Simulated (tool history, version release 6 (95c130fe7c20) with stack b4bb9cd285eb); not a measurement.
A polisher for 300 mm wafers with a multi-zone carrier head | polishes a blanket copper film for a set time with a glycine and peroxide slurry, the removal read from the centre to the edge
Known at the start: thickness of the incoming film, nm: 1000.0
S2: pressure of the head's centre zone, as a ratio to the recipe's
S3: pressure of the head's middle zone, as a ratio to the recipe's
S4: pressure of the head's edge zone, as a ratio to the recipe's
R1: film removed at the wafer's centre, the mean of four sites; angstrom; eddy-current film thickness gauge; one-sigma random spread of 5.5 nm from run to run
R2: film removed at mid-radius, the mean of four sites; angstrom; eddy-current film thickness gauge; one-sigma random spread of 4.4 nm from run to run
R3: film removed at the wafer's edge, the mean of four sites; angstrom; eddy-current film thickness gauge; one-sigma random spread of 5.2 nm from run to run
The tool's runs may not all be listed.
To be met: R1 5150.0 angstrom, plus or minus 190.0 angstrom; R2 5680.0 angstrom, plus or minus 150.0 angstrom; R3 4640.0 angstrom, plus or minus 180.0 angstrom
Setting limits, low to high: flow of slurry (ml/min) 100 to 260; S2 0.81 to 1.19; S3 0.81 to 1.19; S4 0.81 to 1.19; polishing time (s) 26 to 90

Run 1, day 0.000: flow of slurry (ml/min) 165, S2 1.00, S3 1.00, S4 1.00, polishing time (s) 58. Result: R1 3446.9 angstrom, R2 3560.1 angstrom, R3 3449.6 angstrom.
Run 2, day 0.033: flow of slurry (ml/min) 185, S2 1.02, S3 1.05, S4 1.01, polishing time (s) 62. Result: R1 3823.9 angstrom, R2 4052.5 angstrom, R3 3783.8 angstrom.
Run 3, day 0.317: flow of slurry (ml/min) 200, S2 1.04, S3 1.09, S4 1.00, polishing time (s) 65. Result: R1 4117.7 angstrom, R2 4426.6 angstrom, R3 3991.6 angstrom.
Run 4, day 0.633: flow of slurry (ml/min) 200, S2 1.04, S3 1.04, S4 1.00, polishing time (s) 65. Result: R1 4158.0 angstrom, R2 4219.9 angstrom, R3 3931.1 angstrom.
Run 5, day 0.742: flow of slurry (ml/min) 200, S2 1.11, S3 1.04, S4 1.00, polishing time (s) 65. Result: R1 4386.7 angstrom, R2 4231.9 angstrom, R3 4023.2 angstrom.
Run 6, day 0.958: flow of slurry (ml/min) 210, S2 1.11, S3 1.08, S4 0.99, polishing time (s) 67. Result: R1 4593.4 angstrom, R2 4503.3 angstrom, R3 4153.9 angstrom.
Run 7, day 1.292: flow of slurry (ml/min) 210, S2 1.11, S3 1.08, S4 0.99, polishing time (s) 67. Result: R1 4630.0 angstrom, R2 4550.2 angstrom, R3 4033.4 angstrom.
Run 8, day 1.562: flow of slurry (ml/min) 210, S2 1.11, S3 1.08, S4 0.99, polishing time (s) 67. Result: R1 4644.3 angstrom, R2 4567.3 angstrom, R3 4098.1 angstrom.
Run 9, day 1.588: flow of slurry (ml/min) 215, S2 1.10, S3 1.11, S4 1.00, polishing time (s) 69. Result: R1 4714.8 angstrom, R2 4842.9 angstrom, R3 4256.2 angstrom.

Below are 5 possible settings for the next run. Only one of them brings all results inside the allowed miss of their targets. Which is it?
Run A, day 1.612: flow of slurry (ml/min) 185, S2 1.01, S3 1.16, S4 0.95, polishing time (s) 84. Result: R1 ?, R2 ?, R3 ?.
Run B, day 1.612: flow of slurry (ml/min) 155, S2 1.00, S3 1.00, S4 1.13, polishing time (s) 73. Result: R1 ?, R2 ?, R3 ?.
Run C, day 1.612: flow of slurry (ml/min) 200, S2 1.02, S3 1.18, S4 1.15, polishing time (s) 78. Result: R1 ?, R2 ?, R3 ?.
Run D, day 1.612: flow of slurry (ml/min) 190, S2 1.16, S3 1.15, S4 0.96, polishing time (s) 63. Result: R1 ?, R2 ?, R3 ?.
Run E, day 1.612: flow of slurry (ml/min) 230, S2 1.05, S3 1.15, S4 0.90, polishing time (s) 79. Result: R1 ?, R2 ?, R3 ?.

move      R1      R2      R3
   A  5050.6  5906.9  5069.4
   B  4195.4  4386.0  4697.8
   C  4800.1  5630.9  5211.5
   D  4374.7  4412.0  3832.9
   E  5111.7  5686.3  4759.8
A: moves the result that the last run missed by most past its target, out the other side
B: misses by more than the last run did
C: the worst result of the last run now meets its target, but another is out of spec
D: misses by more than the last run did
E: every result lands within tolerance
Correct choice: E, which meets every target

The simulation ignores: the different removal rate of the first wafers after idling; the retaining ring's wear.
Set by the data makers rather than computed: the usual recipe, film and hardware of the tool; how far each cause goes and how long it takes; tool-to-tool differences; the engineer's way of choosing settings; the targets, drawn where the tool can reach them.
